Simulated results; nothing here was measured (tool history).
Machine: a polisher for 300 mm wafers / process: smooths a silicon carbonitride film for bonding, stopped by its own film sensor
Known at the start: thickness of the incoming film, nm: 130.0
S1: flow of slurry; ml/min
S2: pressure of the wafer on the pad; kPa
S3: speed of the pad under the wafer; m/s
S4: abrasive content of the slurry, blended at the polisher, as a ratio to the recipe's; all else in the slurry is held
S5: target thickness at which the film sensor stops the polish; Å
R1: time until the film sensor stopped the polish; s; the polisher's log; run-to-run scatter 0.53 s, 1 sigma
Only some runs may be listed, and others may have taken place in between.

run	hour	S1	S2	S3	S4	S5	R1
1	0.0	140	12.4	1.04	1.0	1190	42.082
2	4.0	140	13.1	1.04	1.0	1190	39.058
3	8.1	140	13.8	1.04	1.0	1190	38.386
4	8.6	140	14.5	1.04	1.0	1190	37.705
5	15.5	140	15.2	1.06	1.0	1190	34.236
6	16.1	140	12.4	1.06	1.0	1190	39.996
7	23.1	140	13.1	1.08	1.0	1190	38.945

Estimate the outcome of run 8 from the log above:
8	24.7	145	16.5	1.14	1.0	1190	?

{"run 8": {"R1": 30.019}}
